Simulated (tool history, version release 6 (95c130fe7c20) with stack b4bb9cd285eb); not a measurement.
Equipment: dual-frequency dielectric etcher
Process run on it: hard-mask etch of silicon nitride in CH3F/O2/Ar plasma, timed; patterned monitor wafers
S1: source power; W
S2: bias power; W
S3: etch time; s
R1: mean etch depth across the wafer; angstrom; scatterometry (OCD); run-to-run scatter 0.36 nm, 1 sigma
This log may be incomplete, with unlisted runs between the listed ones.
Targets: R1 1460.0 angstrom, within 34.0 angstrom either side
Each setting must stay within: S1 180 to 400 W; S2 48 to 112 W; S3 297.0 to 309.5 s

{"run": 1, "day": 0.0, "S1": 290, "S2": 80, "S3": 297.0, "R1": 1869.7}
{"run": 2, "day": 0.092, "S1": 270, "S2": 76, "S3": 297.0, "R1": 1782.4}
{"run": 3, "day": 0.292, "S1": 260, "S2": 73, "S3": 297.0, "R1": 1733.9}
{"run": 4, "day": 0.421, "S1": 260, "S2": 73, "S3": 309.5, "R1": 1793.8}
{"run": 5, "day": 0.754, "S1": 260, "S2": 63, "S3": 309.5, "R1": 1664.2}
{"run": 6, "day": 1.062, "S1": 250, "S2": 62, "S3": 309.5, "R1": 1628.3}
{"run": 7, "day": 1.217, "S1": 240, "S2": 61, "S3": 309.5, "R1": 1603.2}
{"run": 8, "day": 1.308, "S1": 230, "S2": 60, "S3": 309.5, "R1": 1564.8}
{"run": 9, "day": 1.633, "S1": 220, "S2": 60, "S3": 309.5, "R1": 1555.4}
{"run": 10, "day": 1.917, "S1": 190, "S2": 53, "S3": 307.5, "R1": 1376.7}

4 candidate next runs follow, results not yet known. Just one meets every target within its allowed miss. Identify it.
{"run": "A", "day": 2.2, "S1": 180, "S2": 53, "S3": 305.5, "R1": "?"}
{"run": "B", "day": 2.2, "S1": 230, "S2": 49, "S3": 302.5, "R1": "?"}
{"run": "C", "day": 2.2, "S1": 180, "S2": 49, "S3": 299.5, "R1": "?"}
{"run": "D", "day": 2.2, "S1": 180, "S2": 58, "S3": 309.5, "R1": "?"}

move=A R1=1353.3
move=B R1=1354.6
move=C R1=1262.9
move=D R1=1448.1
A: the biggest miss grows against the last run
B: the biggest miss grows against the last run
C: the biggest miss grows against the last run
D: hits every target within its allowed miss
Correct choice: D, which meets every target

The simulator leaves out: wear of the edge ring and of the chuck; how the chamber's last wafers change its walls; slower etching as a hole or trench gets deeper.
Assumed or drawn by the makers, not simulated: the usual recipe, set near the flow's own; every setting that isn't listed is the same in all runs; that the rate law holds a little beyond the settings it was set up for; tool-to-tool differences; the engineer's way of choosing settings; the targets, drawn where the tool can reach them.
